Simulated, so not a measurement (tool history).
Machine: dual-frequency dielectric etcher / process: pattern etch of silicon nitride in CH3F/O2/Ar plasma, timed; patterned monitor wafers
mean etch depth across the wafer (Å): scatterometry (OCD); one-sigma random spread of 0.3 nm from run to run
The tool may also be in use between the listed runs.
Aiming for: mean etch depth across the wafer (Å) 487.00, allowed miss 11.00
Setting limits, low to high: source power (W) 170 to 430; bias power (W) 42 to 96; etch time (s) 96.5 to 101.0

run	hour	source power (W)	bias power (W)	etch time (s)	mean etch depth across the wafer (Å)
1	0.0	300	69	96.5	596.33
2	4.1	300	69	101.0	617.12
3	11.7	250	69	101.0	585.70
4	13.1	200	69	101.0	540.06
5	18.5	200	67	101.0	527.58
6	22.1	200	73	101.0	554.52
7	24.8	200	71	101.0	548.51
8	27.6	200	69	101.0	543.50
9	35.5	200	67	101.0	535.36
10	39.7	200	66	101.0	528.77
11	44.6	200	65	101.0	530.06
12	49.9	200	64	101.0	525.33
13	55.7	170	56	100.0	461.38

Consider the 5 candidate settings below. Which is the only one whose results all fall within their allowed miss of target?
A	61.5	180	58	101.0	?
B	61.5	170	55	100.0	?
C	61.5	180	70	101.0	?
D	61.5	200	47	96.5	?
E	61.5	190	54	98.5	?

move	mean etch depth across the wafer (Å)
A	480.62
B	456.11
C	521.35
D	435.15
E	463.02
A: hits every target within its allowed miss
B: lands further from the targets than the last run did
C: takes the biggest miss from the last run beyond its target
D: lands further from the targets than the last run did
E: better than the last run, though not everything is in spec
Move A is the one to make.

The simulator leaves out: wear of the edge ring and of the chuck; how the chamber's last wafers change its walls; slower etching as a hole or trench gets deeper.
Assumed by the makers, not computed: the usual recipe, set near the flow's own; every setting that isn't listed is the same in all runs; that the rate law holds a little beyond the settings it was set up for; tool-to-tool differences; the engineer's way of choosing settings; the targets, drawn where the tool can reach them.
